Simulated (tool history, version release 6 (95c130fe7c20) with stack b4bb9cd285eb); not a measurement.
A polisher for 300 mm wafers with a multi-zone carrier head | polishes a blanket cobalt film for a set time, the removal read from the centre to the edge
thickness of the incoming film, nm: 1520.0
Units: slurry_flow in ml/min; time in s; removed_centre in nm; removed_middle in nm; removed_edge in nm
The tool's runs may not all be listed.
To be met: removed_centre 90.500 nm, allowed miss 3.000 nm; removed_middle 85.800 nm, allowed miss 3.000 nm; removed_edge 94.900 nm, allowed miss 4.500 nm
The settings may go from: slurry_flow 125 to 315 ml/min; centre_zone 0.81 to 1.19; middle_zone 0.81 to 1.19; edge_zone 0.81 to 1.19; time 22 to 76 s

run 1 day=0.000 | slurry_flow=205 centre_zone=1.00 middle_zone=1.00 edge_zone=1.00 time=49 | removed_centre=127.490 removed_middle=129.170 removed_edge=129.260
run 2 day=0.371 | slurry_flow=205 centre_zone=1.00 middle_zone=1.00 edge_zone=1.05 time=49 | removed_centre=125.080 removed_middle=133.200 removed_edge=136.460
run 3 day=0.721 | slurry_flow=205 centre_zone=0.91 middle_zone=1.00 edge_zone=1.05 time=49 | removed_centre=115.790 removed_middle=132.070 removed_edge=129.850
run 4 day=0.800 | slurry_flow=195 centre_zone=0.90 middle_zone=0.94 edge_zone=1.02 time=46 | removed_centre=105.370 removed_middle=118.300 removed_edge=123.150
run 5 day=0.875 | slurry_flow=200 centre_zone=0.92 middle_zone=0.91 edge_zone=0.97 time=43 | removed_centre=101.240 removed_middle=105.320 removed_edge=116.040
run 6 day=1.150 | slurry_flow=200 centre_zone=0.93 middle_zone=0.91 edge_zone=0.93 time=41 | removed_centre=98.516 removed_middle=101.340 removed_edge=105.980
run 7 day=1.383 | slurry_flow=200 centre_zone=0.93 middle_zone=0.91 edge_zone=0.93 time=41 | removed_centre=99.225 removed_middle=101.110 removed_edge=108.250
run 8 day=1.529 | slurry_flow=195 centre_zone=0.93 middle_zone=0.89 edge_zone=0.90 time=40 | removed_centre=93.476 removed_middle=97.435 removed_edge=102.720
run 9 day=1.562 | slurry_flow=195 centre_zone=0.93 middle_zone=0.89 edge_zone=0.90 time=40 | removed_centre=95.992 removed_middle=95.669 removed_edge=103.970
run 10 day=1.633 | slurry_flow=190 centre_zone=0.93 middle_zone=0.88 edge_zone=0.88 time=39 | removed_centre=94.232 removed_middle=94.770 removed_edge=98.588
run 11 day=1.725 | slurry_flow=190 centre_zone=0.93 middle_zone=0.86 edge_zone=0.88 time=38 | removed_centre=89.919 removed_middle=90.867 removed_edge=95.875
run 12 day=2.071 | slurry_flow=190 centre_zone=0.93 middle_zone=0.86 edge_zone=0.88 time=38 | removed_centre=89.754 removed_middle=90.474 removed_edge=98.053

Which of these 4 next moves meets every target?
run A day=2.417 | slurry_flow=210 centre_zone=1.00 middle_zone=0.89 edge_zone=1.03 time=35 | removed_centre=? removed_middle=? removed_edge=?
run B day=2.417 | slurry_flow=160 centre_zone=0.92 middle_zone=0.85 edge_zone=0.85 time=42 | removed_centre=? removed_middle=? removed_edge=?
run C day=2.417 | slurry_flow=180 centre_zone=0.98 middle_zone=1.04 edge_zone=0.81 time=34 | removed_centre=? removed_middle=? removed_edge=?
run D day=2.417 | slurry_flow=210 centre_zone=0.98 middle_zone=0.81 edge_zone=0.85 time=38 | removed_centre=? removed_middle=? removed_edge=?

move=A removed_centre=90.362 removed_middle=85.315 removed_edge=94.622
move=B removed_centre=95.507 removed_middle=95.011 removed_edge=102.380
move=C removed_centre=84.142 removed_middle=92.421 removed_edge=82.238
move=D removed_centre=96.077 removed_middle=85.849 removed_edge=95.285
A: meets every target
B: further off than the last run
C: further off than the last run
D: brings the result that was furthest off to its target, and leaves another outside
Answer: A

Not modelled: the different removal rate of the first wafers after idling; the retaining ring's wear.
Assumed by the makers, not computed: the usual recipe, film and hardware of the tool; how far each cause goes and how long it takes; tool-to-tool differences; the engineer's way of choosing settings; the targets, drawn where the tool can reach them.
